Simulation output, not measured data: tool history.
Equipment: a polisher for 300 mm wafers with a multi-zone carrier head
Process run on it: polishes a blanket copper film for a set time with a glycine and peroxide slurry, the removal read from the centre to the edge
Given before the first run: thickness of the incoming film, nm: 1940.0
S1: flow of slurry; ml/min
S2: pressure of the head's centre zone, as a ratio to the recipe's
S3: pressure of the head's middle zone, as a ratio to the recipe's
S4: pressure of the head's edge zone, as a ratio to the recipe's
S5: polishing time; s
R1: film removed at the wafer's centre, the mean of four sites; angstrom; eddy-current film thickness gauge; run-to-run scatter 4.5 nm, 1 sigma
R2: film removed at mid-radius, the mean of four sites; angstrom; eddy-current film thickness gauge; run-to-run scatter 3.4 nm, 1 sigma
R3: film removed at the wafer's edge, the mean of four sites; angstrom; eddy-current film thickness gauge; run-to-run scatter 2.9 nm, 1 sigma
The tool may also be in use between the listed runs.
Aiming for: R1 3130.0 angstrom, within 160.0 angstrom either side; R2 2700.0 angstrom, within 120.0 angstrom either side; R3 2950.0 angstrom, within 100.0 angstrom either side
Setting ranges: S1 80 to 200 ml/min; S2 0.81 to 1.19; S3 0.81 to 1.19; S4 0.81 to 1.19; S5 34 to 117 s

| run | day | S1 | S2 | S3 | S4 | S5 | R1 | R2 | R3 |
|---|---|---|---|---|---|---|---|---|---|
| 1 | 0.000 | 130 | 1.00 | 1.00 | 1.00 | 75 | 3386.7 | 3744.8 | 3762.1 |
| 2 | 0.125 | 130 | 0.96 | 1.00 | 1.00 | 75 | 3345.9 | 3830.8 | 3707.9 |
| 3 | 0.483 | 130 | 0.98 | 0.98 | 0.98 | 73 | 3296.9 | 3587.2 | 3655.3 |
| 4 | 0.521 | 145 | 0.98 | 0.98 | 0.98 | 73 | 3367.5 | 3731.3 | 3718.6 |
| 5 | 0.733 | 145 | 0.98 | 0.98 | 1.01 | 73 | 3352.7 | 3665.2 | 3672.3 |
| 6 | 0.800 | 150 | 1.00 | 0.98 | 1.01 | 70 | 3430.6 | 3518.5 | 3602.5 |
| 7 | 1.146 | 150 | 1.01 | 0.98 | 1.01 | 68 | 3232.0 | 3538.9 | 3537.1 |
| 8 | 1.183 | 155 | 1.03 | 0.96 | 0.99 | 66 | 3318.1 | 3382.7 | 3405.1 |
|  | 1.471 | centre zone pressure recalibrated |
| 9 | 1.471 | 150 | 1.04 | 0.95 | 0.98 | 65 | 3455.6 | 3246.6 | 3287.8 |
| 10 | 1.704 | 150 | 1.04 | 0.95 | 0.98 | 65 | 3513.3 | 3215.6 | 3324.0 |

4 candidate next runs follow, results not yet known. Just one meets every target within its allowed miss. Identify it.
| A | 1.938 | 125 | 1.04 | 0.87 | 0.93 | 61 | ? | ? | ? |
| B | 1.938 | 165 | 1.05 | 1.02 | 1.06 | 56 | ? | ? | ? |
| C | 1.938 | 120 | 1.09 | 0.93 | 0.86 | 58 | ? | ? | ? |
| D | 1.938 | 180 | 1.10 | 0.94 | 0.81 | 60 | ? | ? | ? |

| move | R1 | R2 | R3 |
|---|---|---|---|
| A | 3188.2 | 2682.1 | 2967.3 |
| B | 3164.5 | 2984.8 | 2975.2 |
| C | 3141.9 | 2666.7 | 2725.0 |
| D | 3612.0 | 3031.2 | 2937.5 |
A: in spec on every target
B: an improvement on the last run, though not all results are within tolerance
C: puts the biggest miss on target and leaves a different result outside tolerance
D: an improvement on the last run, though not all results are within tolerance
The move that meets every target is A.
